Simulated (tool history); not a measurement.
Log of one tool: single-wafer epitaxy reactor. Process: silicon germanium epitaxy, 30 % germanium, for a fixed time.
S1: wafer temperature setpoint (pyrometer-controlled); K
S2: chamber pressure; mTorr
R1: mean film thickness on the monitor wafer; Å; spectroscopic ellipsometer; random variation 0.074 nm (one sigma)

run    day      S1     S2      R1
  1      0  848.15  20900  348.23
  2  0.321  852.15  20900  380.38
  3   0.55  861.15  20900  458.26
  4  0.921  861.15  22400  474.76
  5  1.033  853.15  22300  399.39
  6  1.283  847.15  22200  351.78
  7  1.338  842.15  22100  311.98

Forecast run 8:
  8  1.388  838.15  22100   ?

{"run 8": {"R1": 286.43}}
